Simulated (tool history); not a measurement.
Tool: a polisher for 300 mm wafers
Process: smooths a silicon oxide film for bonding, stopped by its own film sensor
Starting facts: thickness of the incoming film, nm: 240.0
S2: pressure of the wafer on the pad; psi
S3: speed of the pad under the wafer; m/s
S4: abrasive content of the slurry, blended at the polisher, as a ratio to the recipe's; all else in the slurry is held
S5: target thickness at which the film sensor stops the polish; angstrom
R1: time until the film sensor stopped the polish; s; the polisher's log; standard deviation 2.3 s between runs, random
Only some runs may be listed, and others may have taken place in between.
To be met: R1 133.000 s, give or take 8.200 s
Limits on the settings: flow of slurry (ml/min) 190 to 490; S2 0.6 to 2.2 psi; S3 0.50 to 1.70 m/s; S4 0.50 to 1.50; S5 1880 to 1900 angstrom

Run 1, day 0.000: flow of slurry (ml/min) 315, S2 1.4 psi, S3 1.10 m/s, S4 1.00, S5 1900 angstrom. Result: R1 75.715 s.
Run 2, day 0.254: flow of slurry (ml/min) 315, S2 1.3 psi, S3 1.08 m/s, S4 1.00, S5 1900 angstrom. Result: R1 80.572 s.
Run 3, day 0.529: flow of slurry (ml/min) 315, S2 1.2 psi, S3 1.06 m/s, S4 1.00, S5 1900 angstrom. Result: R1 88.242 s.
Run 4, day 0.812: flow of slurry (ml/min) 315, S2 1.1 psi, S3 1.06 m/s, S4 1.00, S5 1900 angstrom. Result: R1 95.322 s.
Run 5, day 1.004: flow of slurry (ml/min) 245, S2 1.1 psi, S3 1.06 m/s, S4 1.00, S5 1900 angstrom. Result: R1 100.570 s.
Run 6, day 1.192: flow of slurry (ml/min) 245, S2 1.1 psi, S3 1.28 m/s, S4 1.00, S5 1900 angstrom. Result: R1 85.555 s.
Run 7, day 1.404: flow of slurry (ml/min) 245, S2 1.0 psi, S3 1.26 m/s, S4 1.00, S5 1900 angstrom. Result: R1 95.124 s.
Run 8, day 1.496: flow of slurry (ml/min) 245, S2 0.9 psi, S3 1.26 m/s, S4 1.00, S5 1900 angstrom. Result: R1 103.970 s.

Exercise: of the 5 proposed moves below, exactly one satisfies all targets within the stated allowed misses. Which move is it?
Run A, day 1.588: flow of slurry (ml/min) 210, S2 0.7 psi, S3 1.36 m/s, S4 0.85, S5 1900 angstrom. Result: R1 ?.
Run B, day 1.588: flow of slurry (ml/min) 240, S2 0.8 psi, S3 1.20 m/s, S4 1.15, S5 1880 angstrom. Result: R1 ?.
Run C, day 1.588: flow of slurry (ml/min) 260, S2 0.8 psi, S3 1.30 m/s, S4 0.95, S5 1900 angstrom. Result: R1 ?.
Run D, day 1.588: flow of slurry (ml/min) 245, S2 0.7 psi, S3 1.38 m/s, S4 0.90, S5 1900 angstrom. Result: R1 ?.
Run E, day 1.588: flow of slurry (ml/min) 255, S2 0.6 psi, S3 1.30 m/s, S4 1.00, S5 1900 angstrom. Result: R1 ?.

move       R1
   A  148.980
   B  122.000
   C  122.400
   D  138.830
   E  155.890
A: moves the result that the last run missed by most past its target, out the other side
B: nearer the targets than the last run, but a result is still out of spec
C: nearer the targets than the last run, but a result is still out of spec
D: meets every target
E: moves the result that the last run missed by most past its target, out the other side
D meets every target.
